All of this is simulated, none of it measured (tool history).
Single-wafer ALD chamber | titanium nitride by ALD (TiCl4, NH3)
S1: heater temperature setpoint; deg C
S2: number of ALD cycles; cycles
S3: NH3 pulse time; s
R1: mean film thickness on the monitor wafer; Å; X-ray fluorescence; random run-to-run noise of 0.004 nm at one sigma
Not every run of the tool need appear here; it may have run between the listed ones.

{"run": 1, "hour": 0.0, "S1": 400, "S2": 54, "S3": 1.87, "R1": 11.701}
{"run": 2, "hour": 7.8, "S1": 400, "S2": 54, "S3": 1.87, "R1": 11.638}
{"run": 3, "hour": 11.0, "S1": 409, "S2": 54, "S3": 1.87, "R1": 11.687}
{"run": 4, "hour": 16.2, "S1": 402, "S2": 53, "S3": 1.5, "R1": 11.394}
{"run": 5, "hour": 23.0, "S1": 398, "S2": 53, "S3": 1.24, "R1": 11.146}
{"run": 6, "hour": 27.1, "S1": 398, "S2": 53, "S3": 1.71, "R1": 11.453}

Expected results for the next run?
{"run": 7, "hour": 35.5, "S1": 398, "S2": 53, "S3": 1.46, "R1": "?"}

Run 7 measured R1 11.234 Å.
